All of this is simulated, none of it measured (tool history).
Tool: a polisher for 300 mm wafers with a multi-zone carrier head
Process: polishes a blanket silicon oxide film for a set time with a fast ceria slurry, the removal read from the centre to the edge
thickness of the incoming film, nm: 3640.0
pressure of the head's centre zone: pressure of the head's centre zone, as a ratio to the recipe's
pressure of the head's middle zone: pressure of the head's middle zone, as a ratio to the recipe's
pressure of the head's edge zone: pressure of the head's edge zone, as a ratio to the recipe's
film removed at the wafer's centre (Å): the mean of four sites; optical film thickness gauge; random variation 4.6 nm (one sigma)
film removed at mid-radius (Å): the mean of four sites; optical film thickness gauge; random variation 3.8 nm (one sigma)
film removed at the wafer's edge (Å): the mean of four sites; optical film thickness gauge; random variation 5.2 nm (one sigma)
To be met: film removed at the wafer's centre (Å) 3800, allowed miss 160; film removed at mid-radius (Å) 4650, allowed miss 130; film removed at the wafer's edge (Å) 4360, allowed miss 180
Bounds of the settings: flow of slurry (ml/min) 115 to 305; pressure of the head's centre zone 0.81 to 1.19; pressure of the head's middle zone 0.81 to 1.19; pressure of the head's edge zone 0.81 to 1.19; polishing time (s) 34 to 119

run,hour,flow of slurry (ml/min),pressure of the head's centre zone,pressure of the head's middle zone,pressure of the head's edge zone,polishing time (s),film removed at the wafer's centre (Å),film removed at mid-radius (Å),film removed at the wafer's edge (Å)
1,0,195,1,1,1,76,7031.6,7021,7418
2,1.3,195,1,1.07,1,76,7116,7379.9,7327.9
3,3.3,185,0.95,1.07,0.96,65,5802.9,6371.5,6129.8
4,7.8,185,0.95,1.04,0.96,65,5703.1,6157.3,6017.9
5,12.9,185,0.95,1.09,0.96,65,5887.7,6454.6,6021.7
6,21.9,140,0.95,1.09,0.96,65,5521.5,6116.3,5854.1
7,28.5,135,0.85,1.06,0.86,43,3207.6,3939.7,3647.4
8,29.5,190,0.89,1.13,0.96,42,3535.5,4340.8,3878.4
9,37.1,200,0.89,1.13,1,43,3688.6,4409,4064.3

4 next moves are on the table. One of them brings every result within its allowed miss. Which?
A,44.7,215,1.06,1.09,0.98,42,?,?,?
B,44.7,135,0.92,1.15,1.04,47,?,?,?
C,44.7,265,1.03,1.16,0.93,43,?,?,?
D,44.7,190,0.88,1.01,1.06,45,?,?,?

move,film removed at the wafer's centre (Å),film removed at mid-radius (Å),film removed at the wafer's edge (Å)
A,4326.8,4187.7,3977.7
B,3863.4,4559.8,4327.7
C,4425.5,4636.8,4051.2
D,3768.9,4138.4,4364.8
A: further off than the last run
B: meets every target
C: brings the result that was furthest off to its target, and leaves another outside
D: further off than the last run
Answer: B

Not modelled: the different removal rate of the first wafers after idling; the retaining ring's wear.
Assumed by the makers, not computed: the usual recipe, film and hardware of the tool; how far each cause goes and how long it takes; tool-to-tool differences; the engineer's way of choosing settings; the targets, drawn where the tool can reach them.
